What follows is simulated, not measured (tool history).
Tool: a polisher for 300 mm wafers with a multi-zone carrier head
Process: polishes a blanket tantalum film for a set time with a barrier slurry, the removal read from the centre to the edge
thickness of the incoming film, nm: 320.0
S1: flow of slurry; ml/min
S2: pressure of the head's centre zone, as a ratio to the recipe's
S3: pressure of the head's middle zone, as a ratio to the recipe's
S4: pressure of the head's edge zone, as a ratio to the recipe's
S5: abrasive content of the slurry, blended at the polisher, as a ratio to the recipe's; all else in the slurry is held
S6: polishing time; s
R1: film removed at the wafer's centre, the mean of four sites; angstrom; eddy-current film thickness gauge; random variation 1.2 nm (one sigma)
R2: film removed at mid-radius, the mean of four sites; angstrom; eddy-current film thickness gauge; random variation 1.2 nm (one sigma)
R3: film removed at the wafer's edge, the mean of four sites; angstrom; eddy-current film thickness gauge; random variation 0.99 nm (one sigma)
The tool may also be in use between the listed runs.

| run | hour | S1 | S2 | S3 | S4 | S5 | S6 | R1 | R2 | R3 |
|---|---|---|---|---|---|---|---|---|---|---|
| 1 | 0 | 155 | 1 | 1 | 1 | 1 | 43 | 1007.5 | 1119.6 | 1143.5 |
| 2 | 5.9 | 155 | 1 | 1 | 1.03 | 1 | 43 | 1009.2 | 1130.9 | 1169 |
| 3 | 8.9 | 155 | 1 | 0.94 | 1.03 | 1 | 43 | 1010.6 | 1085.9 | 1172 |
| 4 | 17.4 | 165 | 1 | 0.96 | 1.05 | 1.05 | 43 | 1042.1 | 1123.5 | 1203.6 |
| 5 | 18.7 | 165 | 1 | 1.03 | 1.05 | 1.05 | 43 | 1033.2 | 1177.3 | 1207.8 |
| 6 | 27.1 | 165 | 1 | 1.03 | 1.05 | 1.05 | 34 | 819.01 | 918.56 | 962.63 |
| 7 | 31 | 170 | 1 | 1.05 | 1.07 | 1.1 | 35 | 867.17 | 969.01 | 1015.4 |
| 8 | 36.6 | 175 | 0.99 | 1.07 | 1.08 | 1.15 | 36 | 901.1 | 1064.1 | 1062.1 |

Run 9 comes next. What will it give?
| 9 | 43.3 | 190 | 0.98 | 1.03 | 1.18 | 1.4 | 43 | ? | ? | ? |

Run 9 gave R1 1121.6 angstrom, R2 1282.7 angstrom, R3 1382.6 angstrom.
